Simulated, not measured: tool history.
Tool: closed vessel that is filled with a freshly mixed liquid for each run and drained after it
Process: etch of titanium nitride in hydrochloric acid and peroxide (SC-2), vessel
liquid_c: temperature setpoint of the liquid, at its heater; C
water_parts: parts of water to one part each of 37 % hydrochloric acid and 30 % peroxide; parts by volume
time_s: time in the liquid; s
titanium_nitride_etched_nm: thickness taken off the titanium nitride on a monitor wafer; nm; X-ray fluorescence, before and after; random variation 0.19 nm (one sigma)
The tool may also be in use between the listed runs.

| run | hour | liquid_c | water_parts | time_s | titanium_nitride_etched_nm |
|---|---|---|---|---|---|
| 1 | 0.0 | 57.0 | 9.5 | 800 | 16.665 |
| 2 | 3.9 | 57.5 | 9.5 | 800 | 17.338 |
| 3 | 8.5 | 57.5 | 9.5 | 595 | 12.759 |
| 4 | 16.9 | 57.5 | 9.5 | 595 | 12.695 |
| 5 | 18.8 | 57.5 | 6.0 | 595 | 18.139 |
| 6 | 25.8 | 57.5 | 6.0 | 595 | 18.223 |
| 7 | 27.3 | 58.0 | 6.0 | 595 | 18.995 |

The next listed run, before its measurement:
| 8 | 29.0 | 58.5 | 6.0 | 595 | ? |

titanium_nitride_etched_nm: 19.367 nm
